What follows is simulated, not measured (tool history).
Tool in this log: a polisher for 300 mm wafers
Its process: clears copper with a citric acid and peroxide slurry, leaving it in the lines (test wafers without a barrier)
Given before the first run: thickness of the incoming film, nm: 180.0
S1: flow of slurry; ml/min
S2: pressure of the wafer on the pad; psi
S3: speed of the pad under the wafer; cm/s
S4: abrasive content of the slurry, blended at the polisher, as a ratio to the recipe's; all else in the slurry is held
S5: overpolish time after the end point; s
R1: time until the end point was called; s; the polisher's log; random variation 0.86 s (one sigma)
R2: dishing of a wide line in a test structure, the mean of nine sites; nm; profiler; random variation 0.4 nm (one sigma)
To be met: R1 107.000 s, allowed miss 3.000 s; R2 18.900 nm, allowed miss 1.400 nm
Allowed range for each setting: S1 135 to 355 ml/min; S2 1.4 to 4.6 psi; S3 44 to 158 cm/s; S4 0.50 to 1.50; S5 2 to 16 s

run,hour,S1,S2,S3,S4,S5,R1,R2
1,0.0,225,3.0,100,1.00,8,70.855,16.654
2,7.2,225,3.0,100,1.00,10,71.360,20.973
3,9.8,225,3.0,100,1.20,10,68.198,21.091
4,18.3,225,3.6,100,1.20,10,57.071,25.282
5,26.1,225,3.6,100,1.20,7,57.717,18.504
6,30.0,255,3.6,100,1.20,7,56.466,18.198
7,31.6,240,3.1,100,1.20,9,65.444,20.640
8,35.0,230,2.7,100,1.20,10,75.155,18.902
9,43.9,220,2.5,100,1.20,11,81.011,20.450
10,45.6,210,2.3,100,1.20,11,88.493,17.983
11,48.2,195,2.2,100,1.20,12,93.184,19.299
12,54.5,185,2.1,100,1.20,12,98.310,17.963
13,60.7,175,2.1,100,1.20,12,98.875,17.955
14,67.0,165,2.1,100,1.20,12,99.925,17.420
15,73.6,160,2.1,100,1.20,12,100.660,17.180
16,75.5,155,2.1,100,1.20,12,101.860,17.273
17,83.9,150,2.1,100,1.20,12,102.490,17.323
18,84.5,145,2.1,100,1.20,12,101.260,17.028

Exercise: of the 5 proposed moves below, exactly one satisfies all targets within the stated allowed misses. Which move is it?
A,85.1,150,3.0,74,1.15,10,?,?
B,85.1,185,2.5,70,1.30,15,?,?
C,85.1,145,2.1,94,1.25,16,?,?
D,85.1,185,2.1,102,1.10,13,?,?
E,85.1,150,2.0,102,1.10,14,?,?

move,R1,R2
A,97.198,15.501
B,115.250,19.149
C,107.170,21.493
D,98.840,19.183
E,106.520,19.131
A: moves away from the targets compared with the last run
B: takes the result that was furthest off past its target
C: the worst result of the last run now meets its target, but another is out of spec
D: moves away from the targets compared with the last run
E: every result within its allowed miss
E meets every target.

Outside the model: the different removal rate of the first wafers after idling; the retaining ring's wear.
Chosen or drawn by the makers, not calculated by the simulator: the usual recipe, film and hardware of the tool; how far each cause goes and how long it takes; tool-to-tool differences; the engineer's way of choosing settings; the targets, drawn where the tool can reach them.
